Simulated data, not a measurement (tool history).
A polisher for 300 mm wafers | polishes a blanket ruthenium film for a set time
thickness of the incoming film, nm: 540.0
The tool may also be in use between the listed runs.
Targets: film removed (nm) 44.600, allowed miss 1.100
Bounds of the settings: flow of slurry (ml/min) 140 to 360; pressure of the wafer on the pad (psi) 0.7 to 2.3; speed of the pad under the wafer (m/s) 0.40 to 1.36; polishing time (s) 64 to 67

run	hour	flow of slurry (ml/min)	pressure of the wafer on the pad (psi)	speed of the pad under the wafer (m/s)	polishing time (s)	film removed (nm)
1	0.0	230	1.5	0.88	64	52.974
2	7.4	225	1.5	0.88	64	53.605
3	13.6	225	1.4	0.88	64	49.330
4	14.8	180	1.4	0.88	64	47.772
5	19.1	180	1.6	0.88	64	54.877
6	20.0	235	1.6	0.88	64	56.768
7	24.3	235	1.6	0.88	64	56.901
8	33.1	230	1.5	0.88	64	53.371
# hour 39.3: slurry nozzle cleaned
9	39.3	230	1.5	0.88	64	55.524
10	43.0	215	1.5	0.88	64	55.132
11	45.3	215	1.4	0.88	64	52.037
12	47.9	205	1.3	0.88	64	48.170
13	51.1	200	1.3	0.88	64	47.474
14	57.3	195	1.3	0.88	64	47.852
15	62.8	190	1.3	0.88	64	47.108
16	71.4	185	1.3	0.88	64	47.375
17	74.8	180	1.3	0.88	64	47.136
18	76.9	175	1.3	0.88	64	46.684
19	84.7	175	1.3	0.88	64	46.604
20	85.3	170	1.3	0.88	64	47.102
21	93.5	165	1.2	0.88	64	43.271
22	101.8	170	1.2	0.88	64	43.300

Which of these 5 next moves meets every target?
A	110.1	185	1.1	0.88	67	?
B	110.1	165	1.0	1.04	67	?
C	110.1	155	1.2	0.84	66	?
D	110.1	200	1.3	0.76	64	?
E	110.1	170	1.4	0.82	65	?

move	film removed (nm)
A	42.325
B	44.742
C	42.271
D	41.610
E	47.832
A: further off than the last run
B: meets every target
C: further off than the last run
D: further off than the last run
E: takes the result that was furthest off past its target
Answer: B

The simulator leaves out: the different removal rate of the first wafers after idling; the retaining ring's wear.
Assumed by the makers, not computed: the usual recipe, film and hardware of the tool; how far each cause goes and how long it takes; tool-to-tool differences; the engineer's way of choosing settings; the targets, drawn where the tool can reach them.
